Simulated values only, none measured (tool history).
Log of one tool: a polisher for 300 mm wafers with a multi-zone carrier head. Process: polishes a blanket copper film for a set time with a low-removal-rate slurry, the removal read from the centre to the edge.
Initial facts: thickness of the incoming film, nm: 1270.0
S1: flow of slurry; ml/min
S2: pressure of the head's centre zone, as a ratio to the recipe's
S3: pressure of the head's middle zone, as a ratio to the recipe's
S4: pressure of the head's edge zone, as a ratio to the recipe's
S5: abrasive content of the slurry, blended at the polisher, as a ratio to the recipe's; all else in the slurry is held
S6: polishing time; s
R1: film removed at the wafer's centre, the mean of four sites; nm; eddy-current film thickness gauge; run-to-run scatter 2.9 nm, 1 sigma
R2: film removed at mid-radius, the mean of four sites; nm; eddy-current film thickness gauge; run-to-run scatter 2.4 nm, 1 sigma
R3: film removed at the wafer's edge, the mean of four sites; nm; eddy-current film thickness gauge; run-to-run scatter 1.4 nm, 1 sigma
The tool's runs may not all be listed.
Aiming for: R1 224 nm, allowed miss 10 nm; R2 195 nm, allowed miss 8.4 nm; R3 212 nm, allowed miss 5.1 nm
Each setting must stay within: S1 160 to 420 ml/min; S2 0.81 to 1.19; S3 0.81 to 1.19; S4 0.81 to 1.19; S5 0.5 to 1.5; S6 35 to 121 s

run,day,S1,S2,S3,S4,S5,S6,R1,R2,R3
1,0,270,1,1,1,1,78,345.21,322.13,324.2
2,0.267,270,1.08,1,1,1,78,366.96,316.57,323.63
3,0.425,265,1.06,0.98,0.99,0.9,75,347.26,290.8,303.85
4,0.667,260,1.03,0.97,0.98,0.85,72,307.93,284.08,281.39
5,0.767,260,1.09,0.97,0.98,0.85,72,331.49,276.87,282.97
# day 0.858: centre zone pressure recalibrated
6,0.858,255,1.07,0.95,0.98,0.8,70,288.99,261.48,276.11
7,1.062,260,1.08,0.93,0.96,0.75,68,273.4,240.92,257.89
8,1.258,260,1.09,0.92,0.94,0.7,68,266.8,239.6,255.08
9,1.608,260,1.1,0.91,0.93,0.65,67,269.63,229.53,242.03
10,1.929,260,1.1,0.9,0.92,0.65,67,264.74,227.44,239.75
11,2.108,255,1.1,0.89,0.91,0.65,67,263.64,221.47,239.63
12,2.158,255,1.09,0.88,0.9,0.65,67,263.27,218.62,239.75
13,2.442,255,1.08,0.88,0.89,0.65,66,258.16,218.09,234.06
14,2.508,255,1.08,0.88,0.89,0.65,66,256.8,220.14,232.17
15,2.608,250,1.08,0.87,0.88,0.65,66,252.94,214.07,232.11
16,2.867,250,1.08,0.86,0.87,0.65,66,256.98,216.47,230.32
17,2.996,250,1.07,0.85,0.87,0.65,66,247.85,213.52,232.76
18,3.129,250,1.07,0.84,0.86,0.65,66,255,212.62,229.33
19,3.358,245,1.06,0.84,0.85,0.65,66,252.94,211.41,226.56
20,3.688,210,0.98,0.81,0.82,0.5,65,203.93,187.44,202.87
21,3.942,220,0.99,0.81,0.82,0.5,65,211.42,188.02,204.78
22,4.108,220,0.99,0.81,0.82,0.5,65,210.81,187.13,205.65
23,4.138,225,0.99,0.81,0.82,0.5,65,211.4,185.81,205.73
24,4.454,225,0.99,0.81,0.82,0.5,65,215.93,185.04,204.84
25,4.588,225,0.99,0.81,0.82,0.5,65,214.66,185.96,206.31
26,4.808,225,0.99,0.81,0.82,0.5,65,218.14,182.99,206.73

Below are 4 possible settings for the next run. Only one of them brings all results inside the allowed miss of their targets. Which is it?
A,5.029,205,0.99,0.82,0.81,0.55,67,?,?,?
B,5.029,245,1.02,0.81,0.81,0.6,61,?,?,?
C,5.029,160,1.06,0.87,0.81,0.65,62,?,?,?
D,5.029,240,1.07,0.86,0.81,0.5,64,?,?,?

move,R1,R2,R3
A,223.12,195.93,214.93
B,218.31,183.87,202.79
C,223.86,192.72,203.22
D,228.9,192.47,202.56
A: all results land within tolerance of their targets
B: its largest miss is bigger than the last run's
C: the furthest-off result lands on target, but another misses its tolerance
D: the furthest-off result lands on target, but another misses its tolerance
The move that meets every target is A.
